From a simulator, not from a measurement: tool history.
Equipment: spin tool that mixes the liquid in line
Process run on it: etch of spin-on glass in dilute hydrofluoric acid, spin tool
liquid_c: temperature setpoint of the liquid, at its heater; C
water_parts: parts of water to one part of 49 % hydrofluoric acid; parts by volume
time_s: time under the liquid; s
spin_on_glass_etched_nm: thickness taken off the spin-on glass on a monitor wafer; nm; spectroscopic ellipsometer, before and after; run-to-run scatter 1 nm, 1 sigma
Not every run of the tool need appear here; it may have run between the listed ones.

run	hour	liquid_c	water_parts	time_s	spin_on_glass_etched_nm
1	0	23	60	80	83.212
2	3	23	40	80	128.67
3	5.9	23	60	80	84.057
4	10.3	25.5	60	80	93.355
5	14.4	25.5	60	85	98.44
6	17.1	25.5	45	85	134.22
7	20.8	26.5	45	85	139.38
8	21.7	26.5	45	85	141.23

What does the tool deliver on the next run?
9	23	27	45	85	?

Run 9 gave spin_on_glass_etched_nm 141.97 nm.

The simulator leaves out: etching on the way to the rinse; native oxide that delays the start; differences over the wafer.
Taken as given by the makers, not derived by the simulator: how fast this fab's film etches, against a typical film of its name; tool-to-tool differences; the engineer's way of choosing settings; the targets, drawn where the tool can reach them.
